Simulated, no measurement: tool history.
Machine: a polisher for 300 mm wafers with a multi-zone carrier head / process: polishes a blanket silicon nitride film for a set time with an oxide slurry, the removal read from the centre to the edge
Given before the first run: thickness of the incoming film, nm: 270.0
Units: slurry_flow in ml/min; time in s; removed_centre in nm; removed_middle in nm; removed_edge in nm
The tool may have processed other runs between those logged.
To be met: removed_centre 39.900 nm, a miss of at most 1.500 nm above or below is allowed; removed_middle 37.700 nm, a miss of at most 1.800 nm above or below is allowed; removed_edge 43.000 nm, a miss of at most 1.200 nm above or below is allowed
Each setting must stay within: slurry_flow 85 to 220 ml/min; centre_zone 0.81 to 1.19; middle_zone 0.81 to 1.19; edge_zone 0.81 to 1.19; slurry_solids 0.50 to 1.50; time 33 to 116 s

run    day  slurry_flow  centre_zone  middle_zone  edge_zone  slurry_solids  time  removed_centre  removed_middle  removed_edge
  1  0.000          140         1.00         1.00       1.00           1.00    74          35.185          35.647        35.591
  2  0.088          140         1.00         1.00       1.00           1.15    74          36.687          36.774        37.362
  3  0.308          145         1.00         0.99       1.02           1.15    74          36.909          37.064        37.707
  4  0.350          145         1.00         0.99       1.02           1.15    85          42.456          42.411        44.044
  5  0.533          140         1.00         0.98       1.02           1.15    85          41.016          41.371        43.537
  6  0.600          155         1.00         0.98       1.02           1.15    85          42.590          42.152        44.645
  7  0.925          150         1.00         0.97       1.02           1.15    85          42.502          42.544        43.401
  8  1.138          145         1.01         0.97       1.04           1.15    85          43.216          41.775        43.850
  9  1.167          140         1.00         0.96       1.05           1.15    85          41.316          41.149        44.357

Which single option among these 4 for the next run brings every result within its allowed miss of target? Just one does.
  A  1.196          165         0.99         0.97       1.10           0.85    95               ?               ?             ?
  B  1.196          120         1.01         0.91       1.09           1.20    82               ?               ?             ?
  C  1.196          125         1.10         1.00       1.14           1.40    77               ?               ?             ?
  D  1.196          135         1.02         0.89       1.09           1.15    86               ?               ?             ?

move  removed_centre  removed_middle  removed_edge
   A          42.809          42.698        45.225
   B          40.325          38.131        42.674
   C          43.751          40.584        43.508
   D          43.121          39.697        44.787
A: misses by more than the last run did
B: in spec on every target
C: misses by more than the last run did
D: misses by more than the last run did
The right move is B.
